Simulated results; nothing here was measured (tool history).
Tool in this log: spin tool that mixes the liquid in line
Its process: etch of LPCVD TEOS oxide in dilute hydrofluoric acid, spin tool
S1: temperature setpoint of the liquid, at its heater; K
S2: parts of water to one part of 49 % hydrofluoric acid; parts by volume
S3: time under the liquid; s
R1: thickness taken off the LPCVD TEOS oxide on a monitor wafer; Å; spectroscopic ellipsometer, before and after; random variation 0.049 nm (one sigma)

Run 1, hour 0: S1 295.15 K, S2 50 parts by volume, S3 15 s. Result: R1 62.043 Å.
Run 2, hour 8.1: S1 296.15 K, S2 45 parts by volume, S3 15 s. Result: R1 72.729 Å.
Run 3, hour 12.7: S1 296.15 K, S2 60 parts by volume, S3 15 s. Result: R1 53.125 Å.
Run 4, hour 18.1: S1 297.15 K, S2 55 parts by volume, S3 15 s. Result: R1 60.824 Å.
Run 5, hour 21.1: S1 299.65 K, S2 55 parts by volume, S3 15 s. Result: R1 67.753 Å.
Run 6, hour 22.9: S1 300.15 K, S2 50 parts by volume, S3 15 s. Result: R1 76.089 Å.
Run 7, hour 23.8: S1 300.65 K, S2 45 parts by volume, S3 15 s. Result: R1 87.357 Å.
Run 8, hour 31.5: S1 301.15 K, S2 45 parts by volume, S3 15 s. Result: R1 89.252 Å.

Estimate the outcome of run 9 from the log above:
Run 9, hour 40.4: S1 303.15 K, S2 25 parts by volume, S3 15 s. Result: R1 ?.

{"run 9": {"R1": 178.57}}

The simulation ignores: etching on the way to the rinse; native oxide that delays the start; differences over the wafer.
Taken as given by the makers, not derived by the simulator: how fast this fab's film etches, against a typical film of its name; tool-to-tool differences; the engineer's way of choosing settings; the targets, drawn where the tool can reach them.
